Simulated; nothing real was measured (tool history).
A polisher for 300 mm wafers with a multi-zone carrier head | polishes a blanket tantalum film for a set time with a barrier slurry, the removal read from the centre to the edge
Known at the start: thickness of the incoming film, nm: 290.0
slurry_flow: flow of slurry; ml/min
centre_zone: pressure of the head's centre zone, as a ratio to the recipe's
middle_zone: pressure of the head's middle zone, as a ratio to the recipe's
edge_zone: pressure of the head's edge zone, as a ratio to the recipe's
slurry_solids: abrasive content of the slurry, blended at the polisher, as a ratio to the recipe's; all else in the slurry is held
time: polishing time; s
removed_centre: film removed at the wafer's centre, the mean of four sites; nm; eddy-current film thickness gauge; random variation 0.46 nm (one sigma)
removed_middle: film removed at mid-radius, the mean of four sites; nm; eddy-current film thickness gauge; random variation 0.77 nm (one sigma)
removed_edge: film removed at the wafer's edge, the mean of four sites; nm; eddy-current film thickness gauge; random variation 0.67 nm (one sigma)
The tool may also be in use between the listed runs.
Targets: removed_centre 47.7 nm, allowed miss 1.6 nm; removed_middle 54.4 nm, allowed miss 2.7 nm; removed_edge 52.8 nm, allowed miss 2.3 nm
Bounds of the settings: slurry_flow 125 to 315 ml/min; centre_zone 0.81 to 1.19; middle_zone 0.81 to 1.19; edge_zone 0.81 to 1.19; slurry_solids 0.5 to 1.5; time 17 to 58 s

run,hour,slurry_flow,centre_zone,middle_zone,edge_zone,slurry_solids,time,removed_centre,removed_middle,removed_edge
1,0,205,1,1,1,1,37,36.169,35.936,35.881
2,2.9,205,1,1.06,1,1,37,35.903,37.913,36.03
3,8.9,205,1,1.07,1.02,1.05,38,37.601,39.692,36.986
4,12.7,205,1,1.07,1.02,0.9,38,35.686,37.898,35.687
5,16.3,205,1,1.16,1.02,0.9,38,35.645,40.898,34.838
6,24.8,205,0.99,1.15,1.04,1,39,37.928,42.412,38.602
7,29.3,210,0.98,1.16,1.04,1.05,39,37.256,44.288,38.65
8,34.8,210,0.98,1.16,1.06,1.1,39,38.276,43.831,39.479
9,36.9,210,0.98,1.16,1.07,1.15,40,39.509,45.52,41.573
10,40.3,215,0.98,1.16,1.08,1.2,40,40.413,47.151,41.513
11,43.7,210,0.97,1.15,1.09,1.25,41,41.402,48.702,44.401
12,49.6,210,0.97,1.14,1.1,1.3,41,41.42,48.37,44.528
13,52.2,210,0.97,1.14,1.11,1.35,41,42.257,47.891,46.14
14,59.6,210,0.97,1.14,1.12,1.35,41,41.929,49.267,45.243

5 next moves are on the table. One of them brings every result within its allowed miss. Which?
A,67,125,0.95,0.81,1.1,1.5,56,?,?,?
B,67,185,0.94,0.99,1.13,1.45,44,?,?,?
C,67,220,1.01,1.15,1.14,1.35,35,?,?,?
D,67,225,0.93,1.07,1.11,1.45,47,?,?,?
E,67,200,0.88,1.14,1.16,1.35,48,?,?,?

move,removed_centre,removed_middle,removed_edge
A,50.906,46.352,58.087
B,43.475,46.616,48.742
C,37.513,42.584,39.004
D,47.608,54.843,52.753
E,44.613,57.168,53.376
A: takes the result that was furthest off past its target
B: nearer than the last run, and not there yet
C: further off than the last run
D: meets every target
E: nearer than the last run, and not there yet
Answer: D
